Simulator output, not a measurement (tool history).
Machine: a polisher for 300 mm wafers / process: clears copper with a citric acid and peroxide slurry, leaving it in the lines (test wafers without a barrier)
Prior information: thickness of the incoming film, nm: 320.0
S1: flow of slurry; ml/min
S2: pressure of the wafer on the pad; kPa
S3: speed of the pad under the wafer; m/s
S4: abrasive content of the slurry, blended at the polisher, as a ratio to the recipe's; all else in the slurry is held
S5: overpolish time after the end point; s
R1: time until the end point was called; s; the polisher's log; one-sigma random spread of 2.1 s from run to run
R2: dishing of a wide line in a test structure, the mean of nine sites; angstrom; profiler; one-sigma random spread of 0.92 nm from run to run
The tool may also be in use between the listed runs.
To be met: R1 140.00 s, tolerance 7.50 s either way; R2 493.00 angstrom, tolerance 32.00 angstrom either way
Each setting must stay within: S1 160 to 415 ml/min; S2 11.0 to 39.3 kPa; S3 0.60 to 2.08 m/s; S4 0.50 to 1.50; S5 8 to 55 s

| run | hour | S1 | S2 | S3 | S4 | S5 | R1 | R2 |
|---|---|---|---|---|---|---|---|---|
| 1 | 0.0 | 265 | 24.8 | 1.34 | 1.00 | 28 | 108.16 | 445.55 |
| 2 | 2.1 | 265 | 23.4 | 1.34 | 1.00 | 31 | 116.36 | 453.92 |
| 3 | 3.8 | 265 | 22.8 | 1.34 | 1.00 | 33 | 118.74 | 463.03 |
| 4 | 10.1 | 305 | 22.8 | 1.34 | 1.00 | 33 | 118.55 | 469.84 |
| 5 | 18.3 | 305 | 22.1 | 1.34 | 1.00 | 35 | 121.23 | 480.25 |
| 6 | 21.8 | 305 | 21.4 | 1.34 | 1.00 | 36 | 123.58 | 495.20 |
| 7 | 27.9 | 305 | 20.7 | 1.34 | 1.00 | 37 | 124.16 | 479.15 |
|  | 35.4 | slurry blender recalibrated |
| 8 | 35.4 | 305 | 20.0 | 1.32 | 1.00 | 39 | 119.93 | 512.65 |
| 9 | 41.1 | 310 | 18.6 | 1.30 | 1.00 | 40 | 128.06 | 498.67 |

Exactly one of the 4 candidate moves below puts every result within its allowed miss. Which one?
| A | 46.8 | 330 | 16.5 | 1.70 | 0.85 | 34 | ? | ? |
| B | 46.8 | 305 | 22.8 | 1.38 | 1.00 | 34 | ? | ? |
| C | 46.8 | 275 | 19.3 | 1.26 | 0.85 | 43 | ? | ? |
| D | 46.8 | 305 | 19.3 | 1.46 | 0.80 | 39 | ? | ? |

| move | R1 | R2 |
|---|---|---|
| A | 114.45 | 470.69 |
| B | 104.98 | 499.92 |
| C | 137.11 | 488.57 |
| D | 119.52 | 497.31 |
A: moves away from the targets compared with the last run
B: moves away from the targets compared with the last run
C: each result inside its tolerance
D: moves away from the targets compared with the last run
C is the move that brings every result within its allowed miss.
